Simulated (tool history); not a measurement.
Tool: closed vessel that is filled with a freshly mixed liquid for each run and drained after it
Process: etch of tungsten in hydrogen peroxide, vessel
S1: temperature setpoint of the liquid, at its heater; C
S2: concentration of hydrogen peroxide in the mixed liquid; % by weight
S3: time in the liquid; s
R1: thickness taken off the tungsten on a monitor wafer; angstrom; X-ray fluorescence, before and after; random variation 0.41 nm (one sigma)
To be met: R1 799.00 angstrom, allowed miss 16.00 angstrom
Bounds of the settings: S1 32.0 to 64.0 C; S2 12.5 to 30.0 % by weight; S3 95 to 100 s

{"run": 1, "hour": 0.0, "S1": 48.0, "S2": 23.5, "S3": 95, "R1": 1397.2}
{"run": 2, "hour": 7.6, "S1": 46.5, "S2": 23.5, "S3": 95, "R1": 1282.6}
{"run": 3, "hour": 8.5, "S1": 46.5, "S2": 23.5, "S3": 95, "R1": 1277.6}
{"run": 4, "hour": 9.7, "S1": 46.5, "S2": 23.5, "S3": 95, "R1": 1274.0}
{"run": 5, "hour": 14.6, "S1": 51.5, "S2": 23.5, "S3": 95, "R1": 1755.4}
{"run": 6, "hour": 18.5, "S1": 51.5, "S2": 27.0, "S3": 95, "R1": 1879.7}
{"run": 7, "hour": 26.1, "S1": 49.5, "S2": 27.0, "S3": 95, "R1": 1652.7}
{"run": 8, "hour": 35.3, "S1": 47.5, "S2": 27.0, "S3": 95, "R1": 1472.7}
{"run": 9, "hour": 39.0, "S1": 46.0, "S2": 27.0, "S3": 95, "R1": 1328.5}
{"run": 10, "hour": 45.1, "S1": 44.5, "S2": 27.0, "S3": 95, "R1": 1215.2}
{"run": 11, "hour": 47.5, "S1": 43.5, "S2": 27.0, "S3": 95, "R1": 1134.6}
{"run": 12, "hour": 50.2, "S1": 42.5, "S2": 27.0, "S3": 95, "R1": 1068.4}
{"run": 13, "hour": 55.2, "S1": 42.0, "S2": 27.0, "S3": 95, "R1": 1034.2}
{"run": 14, "hour": 56.9, "S1": 37.0, "S2": 27.0, "S3": 95, "R1": 747.01}
{"run": 15, "hour": 60.5, "S1": 37.5, "S2": 27.0, "S3": 95, "R1": 770.36}

Which of these 4 next moves meets every target?
{"run": "A", "hour": 64.1, "S1": 37.5, "S2": 29.0, "S3": 95, "R1": "?"}
{"run": "B", "hour": 64.1, "S1": 38.0, "S2": 29.5, "S3": 95, "R1": "?"}
{"run": "C", "hour": 64.1, "S1": 37.5, "S2": 29.0, "S3": 100, "R1": "?"}
{"run": "D", "hour": 64.1, "S1": 36.5, "S2": 30.0, "S3": 95, "R1": "?"}

move=A R1=796.12
move=B R1=829.91
move=C R1=838.02
move=D R1=757.75
A: meets every target
B: takes the result that was furthest off past its target
C: takes the result that was furthest off past its target
D: further off than the last run
Answer: A
